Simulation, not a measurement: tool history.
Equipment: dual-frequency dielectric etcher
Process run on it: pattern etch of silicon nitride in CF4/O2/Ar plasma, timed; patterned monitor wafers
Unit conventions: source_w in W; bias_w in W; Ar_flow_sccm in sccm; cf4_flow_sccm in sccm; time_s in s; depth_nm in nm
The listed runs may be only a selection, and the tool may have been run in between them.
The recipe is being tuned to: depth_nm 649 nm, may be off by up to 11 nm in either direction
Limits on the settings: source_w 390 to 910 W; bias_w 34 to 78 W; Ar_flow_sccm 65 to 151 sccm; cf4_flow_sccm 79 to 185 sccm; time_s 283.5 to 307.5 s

Run 1, hour 0: source_w 650 W, bias_w 56 W, Ar_flow_sccm 108 sccm, cf4_flow_sccm 132 sccm, time_s 307.5 s. Result: depth_nm 758.73 nm.
Run 2, hour 7.3: source_w 630 W, bias_w 56 W, Ar_flow_sccm 108 sccm, cf4_flow_sccm 132 sccm, time_s 307.5 s. Result: depth_nm 736.43 nm.
Run 3, hour 11.9: source_w 700 W, bias_w 56 W, Ar_flow_sccm 108 sccm, cf4_flow_sccm 132 sccm, time_s 307.5 s. Result: depth_nm 793.59 nm.
Run 4, hour 20.9: source_w 700 W, bias_w 56 W, Ar_flow_sccm 108 sccm, cf4_flow_sccm 117 sccm, time_s 307.5 s. Result: depth_nm 773.64 nm.
Run 5, hour 29.8: source_w 670 W, bias_w 56 W, Ar_flow_sccm 108 sccm, cf4_flow_sccm 117 sccm, time_s 307.5 s. Result: depth_nm 752.8 nm.
Run 6, hour 32.1: source_w 670 W, bias_w 56 W, Ar_flow_sccm 108 sccm, cf4_flow_sccm 117 sccm, time_s 307.5 s. Result: depth_nm 751.34 nm.
Run 7, hour 41.2: source_w 640 W, bias_w 56 W, Ar_flow_sccm 108 sccm, cf4_flow_sccm 117 sccm, time_s 307.5 s. Result: depth_nm 724.25 nm.
Run 8, hour 45.7: source_w 640 W, bias_w 56 W, Ar_flow_sccm 108 sccm, cf4_flow_sccm 117 sccm, time_s 307.5 s. Result: depth_nm 720.58 nm.
Run 9, hour 49: source_w 620 W, bias_w 56 W, Ar_flow_sccm 108 sccm, cf4_flow_sccm 117 sccm, time_s 307.5 s. Result: depth_nm 706.68 nm.
Run 10, hour 57.3: source_w 610 W, bias_w 56 W, Ar_flow_sccm 108 sccm, cf4_flow_sccm 117 sccm, time_s 307.5 s. Result: depth_nm 703.53 nm.
Run 11, hour 58: source_w 540 W, bias_w 56 W, Ar_flow_sccm 108 sccm, cf4_flow_sccm 117 sccm, time_s 307.5 s. Result: depth_nm 635.65 nm.

5 next moves are on the table. One of them brings every result within its allowed miss. Which?
Run A, hour 58.7: source_w 600 W, bias_w 63 W, Ar_flow_sccm 116 sccm, cf4_flow_sccm 114 sccm, time_s 294 s. Result: depth_nm ?.
Run B, hour 58.7: source_w 520 W, bias_w 56 W, Ar_flow_sccm 91 sccm, cf4_flow_sccm 123 sccm, time_s 297 s. Result: depth_nm ?.
Run C, hour 58.7: source_w 560 W, bias_w 60 W, Ar_flow_sccm 90 sccm, cf4_flow_sccm 112 sccm, time_s 302.5 s. Result: depth_nm ?.
Run D, hour 58.7: source_w 600 W, bias_w 53 W, Ar_flow_sccm 117 sccm, cf4_flow_sccm 114 sccm, time_s 299.5 s. Result: depth_nm ?.
Run E, hour 58.7: source_w 570 W, bias_w 72 W, Ar_flow_sccm 144 sccm, cf4_flow_sccm 144 sccm, time_s 296 s. Result: depth_nm ?.

move  depth_nm
   A    667.87
   B    623.81
   C    673.62
   D    647.68
   E    678.24
A: takes the result that was furthest off past its target
B: further off than the last run
C: takes the result that was furthest off past its target
D: in spec on every target
E: takes the result that was furthest off past its target
So the answer is move D, the one that meets all the targets.
